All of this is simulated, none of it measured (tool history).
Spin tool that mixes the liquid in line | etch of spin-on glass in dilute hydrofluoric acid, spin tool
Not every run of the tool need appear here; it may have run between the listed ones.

| run | hour | temperature setpoint of the liquid (C) | parts of water to one part of 49 % hydrofluoric acid (parts by volume) | time under the liquid (s) | thickness taken off the spin-on glass on a monitor wafer (nm) |
|---|---|---|---|---|---|
| 1 | 0.0 | 24.0 | 180 | 15 | 3.0882 |
| 2 | 6.6 | 26.5 | 155 | 15 | 4.0669 |
| 3 | 13.0 | 28.5 | 140 | 15 | 4.8929 |
| 4 | 21.3 | 29.5 | 130 | 15 | 5.6060 |
| 5 | 24.4 | 29.5 | 170 | 15 | 4.0624 |
| 6 | 27.7 | 31.5 | 170 | 15 | 4.3570 |

Run 7 has not been measured yet. What should we expect?
| 7 | 30.7 | 31.5 | 150 | 15 | ? |

Run 7 gave thickness taken off the spin-on glass on a monitor wafer (nm) 5.1017.

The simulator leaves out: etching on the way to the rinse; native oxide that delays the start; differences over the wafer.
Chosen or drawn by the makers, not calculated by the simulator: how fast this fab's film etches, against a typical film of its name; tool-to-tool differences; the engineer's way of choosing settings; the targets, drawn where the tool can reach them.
